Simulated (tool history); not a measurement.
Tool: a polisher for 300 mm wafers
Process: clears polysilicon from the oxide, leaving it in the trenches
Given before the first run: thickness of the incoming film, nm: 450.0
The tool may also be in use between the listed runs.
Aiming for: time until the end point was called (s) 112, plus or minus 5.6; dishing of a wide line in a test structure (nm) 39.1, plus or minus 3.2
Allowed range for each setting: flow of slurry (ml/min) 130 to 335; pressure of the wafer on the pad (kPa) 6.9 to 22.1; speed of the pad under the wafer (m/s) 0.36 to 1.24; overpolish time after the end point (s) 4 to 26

run,hour,flow of slurry (ml/min),pressure of the wafer on the pad (kPa),speed of the pad under the wafer (m/s),overpolish time after the end point (s),time until the end point was called (s),dishing of a wide line in a test structure (nm)
1,0,215,14.5,0.8,13,53.976,55.748
2,5.6,190,14.5,0.8,13,55.517,55.192
3,10.6,190,14.5,0.8,17,57.372,63.427
4,19.4,210,14.5,0.8,17,54.549,61.989
5,20.5,205,12.4,0.78,16,66.723,56.026
6,23.4,185,12.4,0.78,16,65.849,56.567
7,26,185,11,0.74,15,79.192,51.089
8,33.2,185,10.3,0.74,14,83.618,44.873
9,36.4,185,9.7,0.74,14,89.803,43.791
10,45,185,9,0.74,14,95.094,40.182
11,46.3,185,6.9,0.72,17,127.27,38.264

4 candidate next runs follow, results not yet known. Just one meets every target within its allowed miss. Identify it.
A,47.6,245,7.6,0.7,15,?,?
B,47.6,180,6.9,0.64,17,?,?
C,47.6,140,6.9,0.8,23,?,?
D,47.6,190,7.6,0.68,23,?,?

move,time until the end point was called (s),dishing of a wide line in a test structure (nm)
A,115.49,38.045
B,143.07,35.664
C,122.41,48.625
D,122.71,48.552
A: every result lands within tolerance
B: lands further from the targets than the last run did
C: lands further from the targets than the last run did
D: lands further from the targets than the last run did
A meets every target.
